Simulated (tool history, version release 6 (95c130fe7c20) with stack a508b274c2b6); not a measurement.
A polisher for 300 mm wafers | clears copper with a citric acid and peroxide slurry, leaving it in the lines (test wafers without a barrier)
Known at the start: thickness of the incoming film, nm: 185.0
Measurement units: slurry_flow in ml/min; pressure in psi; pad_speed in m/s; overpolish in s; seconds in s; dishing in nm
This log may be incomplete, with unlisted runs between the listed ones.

run,hour,slurry_flow,pressure,pad_speed,slurry_solids,overpolish,seconds,dishing
1,0,285,2.7,1.1,1,29,81.965,34.054
2,1.2,285,2.5,1.1,1,25,90.102,28.43
3,6.4,285,2.2,1.1,1,25,103.6,27.264
4,12.3,285,2.2,1.24,1,25,94.04,29.484
5,20.5,285,2.2,1.24,1,31,94.288,34.015
6,27,295,2.2,1.14,1.05,27,98.111,28.975
7,29.3,295,2.2,1.14,1.05,27,100.15,29.109

What will run 8 give?
8,36.8,295,1.5,1.2,1.05,13,?,?

Run 8 yielded seconds 136.22 s, dishing 12.292 nm.
